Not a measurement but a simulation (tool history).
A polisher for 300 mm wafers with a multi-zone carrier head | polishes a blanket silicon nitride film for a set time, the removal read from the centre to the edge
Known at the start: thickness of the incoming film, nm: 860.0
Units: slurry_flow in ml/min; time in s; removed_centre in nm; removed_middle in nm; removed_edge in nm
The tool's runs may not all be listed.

Run 1, hour 0: slurry_flow 155 ml/min, centre_zone 1, middle_zone 1, edge_zone 1, time 61 s. Result: removed_centre 114.2 nm, removed_middle 117.39 nm, removed_edge 117.67 nm.
Run 2, hour 8.2: slurry_flow 155 ml/min, centre_zone 1, middle_zone 1, edge_zone 1.05, time 61 s. Result: removed_centre 116.21 nm, removed_middle 117.43 nm, removed_edge 120.6 nm.
Run 3, hour 9.5: slurry_flow 155 ml/min, centre_zone 1.07, middle_zone 1, edge_zone 1.05, time 61 s. Result: removed_centre 126.26 nm, removed_middle 115.45 nm, removed_edge 120.1 nm.
Run 4, hour 14.7: slurry_flow 170 ml/min, centre_zone 1.07, middle_zone 1, edge_zone 1.05, time 61 s. Result: removed_centre 127.98 nm, removed_middle 120.73 nm, removed_edge 120.9 nm.
Run 5, hour 16.4: slurry_flow 170 ml/min, centre_zone 1.07, middle_zone 1, edge_zone 1.05, time 72 s. Result: removed_centre 148.98 nm, removed_middle 139.13 nm, removed_edge 143.79 nm.
Run 6, hour 18.4: slurry_flow 170 ml/min, centre_zone 1.06, middle_zone 0.99, edge_zone 1.04, time 68 s. Result: removed_centre 138.89 nm, removed_middle 131.36 nm, removed_edge 133.06 nm.
Run 7, hour 19.2: slurry_flow 170 ml/min, centre_zone 1.05, middle_zone 0.98, edge_zone 1.02, time 65 s. Result: removed_centre 133.38 nm, removed_middle 125.42 nm, removed_edge 126.47 nm.
Run 8, hour 26.3: slurry_flow 170 ml/min, centre_zone 1.03, middle_zone 0.97, edge_zone 1.01, time 62 s. Result: removed_centre 122.94 nm, removed_middle 121.14 nm, removed_edge 118.41 nm.

Run 9 comes next. What will it give?
Run 9, hour 29.3: slurry_flow 165 ml/min, centre_zone 1.02, middle_zone 0.96, edge_zone 1, time 60 s. Result: removed_centre ?, removed_middle ?, removed_edge ?.

Run 9 gave removed_centre 119.67 nm, removed_middle 111.96 nm, removed_edge 115.61 nm.
